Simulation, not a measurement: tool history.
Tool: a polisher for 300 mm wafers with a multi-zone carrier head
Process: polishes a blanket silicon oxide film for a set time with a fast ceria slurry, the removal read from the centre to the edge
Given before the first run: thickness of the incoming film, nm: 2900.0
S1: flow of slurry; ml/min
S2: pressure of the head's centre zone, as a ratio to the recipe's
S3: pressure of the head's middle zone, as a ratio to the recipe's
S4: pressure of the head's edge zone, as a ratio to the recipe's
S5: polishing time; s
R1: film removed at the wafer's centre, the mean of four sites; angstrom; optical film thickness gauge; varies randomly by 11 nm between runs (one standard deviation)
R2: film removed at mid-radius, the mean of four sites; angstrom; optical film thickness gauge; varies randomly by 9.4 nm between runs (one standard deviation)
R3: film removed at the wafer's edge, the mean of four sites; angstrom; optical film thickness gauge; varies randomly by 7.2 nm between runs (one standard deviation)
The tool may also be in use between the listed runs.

run 1 hour=0.0 | S1=300 S2=1.00 S3=1.00 S4=1.00 S5=67 | R1=5372.6 R2=5274.1 R3=5319.2
run 2 hour=3.6 | S1=300 S2=1.01 S3=0.99 S4=1.02 S5=70 | R1=5493.0 R2=5477.9 R3=5656.4
run 3 hour=6.2 | S1=235 S2=1.01 S3=0.99 S4=1.02 S5=70 | R1=5159.2 R2=5281.9 R3=5446.1
run 4 hour=8.4 | S1=260 S2=1.03 S3=0.98 S4=1.04 S5=72 | R1=5585.7 R2=5630.3 R3=5678.0
run 5 hour=14.1 | S1=260 S2=1.03 S3=0.94 S4=1.04 S5=72 | R1=5558.0 R2=5256.9 R3=5624.1
run 6 hour=22.4 | S1=280 S2=1.03 S3=0.93 S4=1.06 S5=74 | R1=5765.4 R2=5352.6 R3=5971.8
run 7 hour=28.7 | S1=300 S2=1.04 S3=0.93 S4=1.08 S5=75 | R1=6064.5 R2=5484.1 R3=6124.5
run 8 hour=35.9 | S1=315 S2=1.04 S3=0.93 S4=1.10 S5=76 | R1=6254.7 R2=5647.1 R3=6241.0
run 9 hour=39.9 | S1=325 S2=1.04 S3=0.93 S4=1.11 S5=77 | R1=6199.7 R2=5786.9 R3=6381.3

Predict the results of run 10:
run 10 hour=44.2 | S1=335 S2=1.05 S3=0.92 S4=1.12 S5=78 | R1=? R2=? R3=?

R1: 6507.0 angstrom
R2: 5953.2 angstrom
R3: 6510.7 angstrom
